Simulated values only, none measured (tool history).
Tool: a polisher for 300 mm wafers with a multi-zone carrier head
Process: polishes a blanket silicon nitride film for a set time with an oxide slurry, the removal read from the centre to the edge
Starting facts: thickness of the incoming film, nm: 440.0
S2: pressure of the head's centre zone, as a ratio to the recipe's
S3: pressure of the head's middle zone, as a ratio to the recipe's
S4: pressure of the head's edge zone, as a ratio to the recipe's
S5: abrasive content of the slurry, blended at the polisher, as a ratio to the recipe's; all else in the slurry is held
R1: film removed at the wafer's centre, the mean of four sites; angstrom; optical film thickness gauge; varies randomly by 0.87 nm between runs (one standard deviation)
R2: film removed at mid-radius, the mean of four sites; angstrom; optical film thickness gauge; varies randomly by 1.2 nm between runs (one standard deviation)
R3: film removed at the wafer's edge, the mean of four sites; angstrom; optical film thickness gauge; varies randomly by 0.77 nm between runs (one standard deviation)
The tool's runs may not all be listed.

{"run": 1, "hour": 0.0, "flow of slurry (ml/min)": 300, "S2": 1.0, "S3": 1.0, "S4": 1.0, "S5": 1.0, "polishing time (s)": 65, "R1": 555.88, "R2": 558.71, "R3": 556.01}
{"run": 2, "hour": 5.6, "flow of slurry (ml/min)": 300, "S2": 1.0, "S3": 1.0, "S4": 1.0, "S5": 1.0, "polishing time (s)": 51, "R1": 438.92, "R2": 431.56, "R3": 435.49}
{"run": 3, "hour": 9.5, "flow of slurry (ml/min)": 310, "S2": 1.05, "S3": 1.05, "S4": 1.01, "S5": 1.15, "polishing time (s)": 57, "R1": 555.82, "R2": 554.56, "R3": 529.96}
{"run": 4, "hour": 16.7, "flow of slurry (ml/min)": 320, "S2": 1.09, "S3": 1.08, "S4": 1.02, "S5": 1.25, "polishing time (s)": 60, "R1": 629.62, "R2": 607.32, "R3": 581.77}
{"run": 5, "hour": 22.3, "flow of slurry (ml/min)": 325, "S2": 1.11, "S3": 1.11, "S4": 1.0, "S5": 1.35, "polishing time (s)": 63, "R1": 696.25, "R2": 664.82, "R3": 626.72}
{"run": 6, "hour": 28.7, "flow of slurry (ml/min)": 325, "S2": 1.11, "S3": 1.11, "S4": 1.0, "S5": 1.15, "polishing time (s)": 63, "R1": 647.68, "R2": 631.53, "R3": 583.39}

Run 7, settings as shown, results not yet in. Your forecast:
{"run": 7, "hour": 37.6, "flow of slurry (ml/min)": 335, "S2": 1.12, "S3": 1.13, "S4": 0.98, "S5": 1.25, "polishing time (s)": 66, "R1": "?", "R2": "?", "R3": "?"}

{"run 7": {"R1": 719.57, "R2": 701.47, "R3": 620.57}}
